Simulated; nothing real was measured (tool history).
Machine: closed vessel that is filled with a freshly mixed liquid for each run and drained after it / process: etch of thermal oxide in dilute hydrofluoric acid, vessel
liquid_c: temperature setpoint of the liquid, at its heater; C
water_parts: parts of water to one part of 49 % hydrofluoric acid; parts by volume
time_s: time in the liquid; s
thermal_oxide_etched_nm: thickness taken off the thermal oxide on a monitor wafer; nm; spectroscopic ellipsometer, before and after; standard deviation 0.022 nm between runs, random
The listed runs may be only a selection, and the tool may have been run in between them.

run 1 hour=0.0 | liquid_c=24.0 water_parts=145 time_s=240 | thermal_oxide_etched_nm=7.2149
run 2 hour=4.8 | liquid_c=26.5 water_parts=145 time_s=240 | thermal_oxide_etched_nm=7.9845
run 3 hour=12.4 | liquid_c=23.5 water_parts=145 time_s=240 | thermal_oxide_etched_nm=7.0754
run 4 hour=19.7 | liquid_c=25.0 water_parts=145 time_s=240 | thermal_oxide_etched_nm=7.5451
run 5 hour=29.1 | liquid_c=22.5 water_parts=145 time_s=240 | thermal_oxide_etched_nm=6.8695
run 6 hour=38.3 | liquid_c=20.0 water_parts=145 time_s=240 | thermal_oxide_etched_nm=6.1948

Forecast run 7:
run 7 hour=40.2 | liquid_c=19.0 water_parts=150 time_s=240 | thermal_oxide_etched_nm=?

{"run 7": {"thermal_oxide_etched_nm": 5.722}}

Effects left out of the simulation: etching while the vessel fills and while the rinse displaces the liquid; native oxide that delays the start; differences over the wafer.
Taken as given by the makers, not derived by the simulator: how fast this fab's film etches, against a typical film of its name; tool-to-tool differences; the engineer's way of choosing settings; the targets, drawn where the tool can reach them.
